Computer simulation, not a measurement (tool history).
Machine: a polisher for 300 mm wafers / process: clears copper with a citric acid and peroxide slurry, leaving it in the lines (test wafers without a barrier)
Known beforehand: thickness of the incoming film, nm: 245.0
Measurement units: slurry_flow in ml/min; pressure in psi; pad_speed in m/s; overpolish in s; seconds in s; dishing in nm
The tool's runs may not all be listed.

run,day,slurry_flow,pressure,pad_speed,slurry_solids,overpolish,seconds,dishing
1,0.000,125,3.0,1.24,1.00,28,109.520,23.820
2,0.242,125,3.7,1.24,1.00,28,93.092,24.216
3,0.425,120,3.5,1.04,0.95,22,118.610,21.133
4,0.650,120,3.1,0.98,0.95,18,137.450,18.272
5,0.692,120,2.7,0.98,0.95,18,152.540,17.343
6,1.029,115,2.4,0.96,0.95,20,173.760,17.106
7,1.317,110,2.3,0.96,0.95,21,169.210,17.383
8,1.629,110,2.1,0.94,0.95,22,188.590,17.146
# day 1.850: slurry nozzle cleaned
9,1.850,105,1.9,0.94,0.95,20,179.350,16.098

The next listed run, before its measurement:
10,2.025,110,1.8,0.94,0.95,21,?,?

Logged for run 10: seconds 176.900 s, dishing 16.784 nm.

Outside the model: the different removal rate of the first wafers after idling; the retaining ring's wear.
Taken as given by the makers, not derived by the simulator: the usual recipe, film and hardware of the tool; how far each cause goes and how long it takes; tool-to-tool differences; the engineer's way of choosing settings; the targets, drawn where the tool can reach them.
